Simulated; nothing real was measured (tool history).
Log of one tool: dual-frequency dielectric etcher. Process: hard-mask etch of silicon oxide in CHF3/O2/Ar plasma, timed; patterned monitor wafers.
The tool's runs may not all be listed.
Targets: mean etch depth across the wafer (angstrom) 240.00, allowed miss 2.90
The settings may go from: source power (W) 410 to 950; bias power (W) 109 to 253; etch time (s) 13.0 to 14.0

run,day,source power (W),bias power (W),etch time (s),mean etch depth across the wafer (angstrom)
1,0.000,680,181,14.0,285.91
2,0.262,650,179,14.0,275.67
3,0.408,630,179,14.0,271.14
4,0.662,610,179,14.0,265.46
5,0.979,610,200,14.0,274.16
6,1.200,670,200,14.0,289.16
7,1.262,640,200,14.0,281.40
8,1.558,620,200,14.0,276.05
9,1.833,600,200,14.0,271.05
10,1.938,580,200,14.0,263.28
11,2.029,570,200,14.0,261.46
# day 2.171: bias power generator calibrated
12,2.171,560,200,14.0,259.08
13,2.317,550,200,14.0,257.69
14,2.538,540,200,14.0,252.70
15,2.817,530,200,14.0,250.01

5 next moves are on the table. One of them brings every result within its allowed miss. Which?
A,3.096,570,187,13.0,?
B,3.096,510,201,13.5,?
C,3.096,580,204,13.0,?
D,3.096,560,206,14.0,?
E,3.096,500,184,14.0,?

move,mean etch depth across the wafer (angstrom)
A,240.01
B,234.55
C,248.56
D,262.01
E,233.97
A: meets every target
B: takes the result that was furthest off past its target
C: nearer than the last run, and not there yet
D: further off than the last run
E: takes the result that was furthest off past its target
Move A is the one to make.

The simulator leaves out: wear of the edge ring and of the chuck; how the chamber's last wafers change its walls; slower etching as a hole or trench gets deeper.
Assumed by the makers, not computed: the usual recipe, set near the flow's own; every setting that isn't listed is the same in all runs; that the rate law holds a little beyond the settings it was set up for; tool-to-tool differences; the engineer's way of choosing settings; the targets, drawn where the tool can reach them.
